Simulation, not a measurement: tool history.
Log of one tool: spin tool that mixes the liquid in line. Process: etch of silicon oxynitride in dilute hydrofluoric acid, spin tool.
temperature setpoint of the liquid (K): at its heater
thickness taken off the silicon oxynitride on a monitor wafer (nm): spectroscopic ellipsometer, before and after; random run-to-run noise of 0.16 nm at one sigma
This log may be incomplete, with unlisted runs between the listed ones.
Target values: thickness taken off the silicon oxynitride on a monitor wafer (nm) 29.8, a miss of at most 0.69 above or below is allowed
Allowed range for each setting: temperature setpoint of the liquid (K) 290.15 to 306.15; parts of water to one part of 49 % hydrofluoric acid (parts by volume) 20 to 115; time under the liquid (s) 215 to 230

| run | hour | temperature setpoint of the liquid (K) | parts of water to one part of 49 % hydrofluoric acid (parts by volume) | time under the liquid (s) | thickness taken off the silicon oxynitride on a monitor wafer (nm) |
|---|---|---|---|---|---|
| 1 | 0 | 298.15 | 65 | 215 | 15.78 |
| 2 | 6.6 | 300.65 | 60 | 215 | 19.595 |
| 3 | 10.8 | 302.15 | 55 | 215 | 23.118 |
| 4 | 12.2 | 302.15 | 75 | 215 | 16.514 |
| 5 | 19.8 | 302.15 | 75 | 230 | 17.488 |
| 6 | 21 | 303.15 | 70 | 230 | 19.929 |
| 7 | 23.1 | 304.15 | 65 | 230 | 22.356 |
| 8 | 24.1 | 304.65 | 60 | 230 | 25.047 |
| 9 | 32.5 | 305.15 | 60 | 230 | 25.858 |
| 10 | 35.8 | 305.65 | 60 | 230 | 26.27 |

Below are 5 possible settings for the next run. Only one of them brings all results inside the allowed miss of their targets. Which is it?
| A | 39.1 | 306.15 | 55 | 230 | ? |
| B | 39.1 | 303.15 | 45 | 230 | ? |
| C | 39.1 | 304.65 | 45 | 215 | ? |
| D | 39.1 | 305.65 | 50 | 230 | ? |
| E | 39.1 | 302.65 | 45 | 230 | ? |

| move | thickness taken off the silicon oxynitride on a monitor wafer (nm) |
|---|---|
| A | 29.459 |
| B | 31.703 |
| C | 31.776 |
| D | 31.857 |
| E | 30.969 |
A: every result lands within tolerance
B: pushes the last run's worst result past its target
C: pushes the last run's worst result past its target
D: pushes the last run's worst result past its target
E: pushes the last run's worst result past its target
Go with A: it meets all targets.
